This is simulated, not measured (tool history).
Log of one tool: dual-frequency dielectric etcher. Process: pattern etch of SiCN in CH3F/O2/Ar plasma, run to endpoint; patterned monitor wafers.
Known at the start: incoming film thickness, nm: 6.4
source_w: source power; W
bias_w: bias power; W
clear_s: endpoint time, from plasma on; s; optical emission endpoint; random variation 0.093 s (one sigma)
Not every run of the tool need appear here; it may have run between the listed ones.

run 1 hour=0 | source_w=520 bias_w=84 | clear_s=13.48
run 2 hour=0.6 | source_w=520 bias_w=95 | clear_s=12.915
run 3 hour=1.7 | source_w=530 bias_w=96 | clear_s=12.906
run 4 hour=7.1 | source_w=490 bias_w=96 | clear_s=13.365
run 5 hour=10 | source_w=510 bias_w=97 | clear_s=13.053
run 6 hour=16 | source_w=510 bias_w=85 | clear_s=13.704

Run 7 has not been measured yet. What should we expect?
run 7 hour=21.4 | source_w=540 bias_w=86 | clear_s=?

Run 7 produced clear_s 13.196 s.
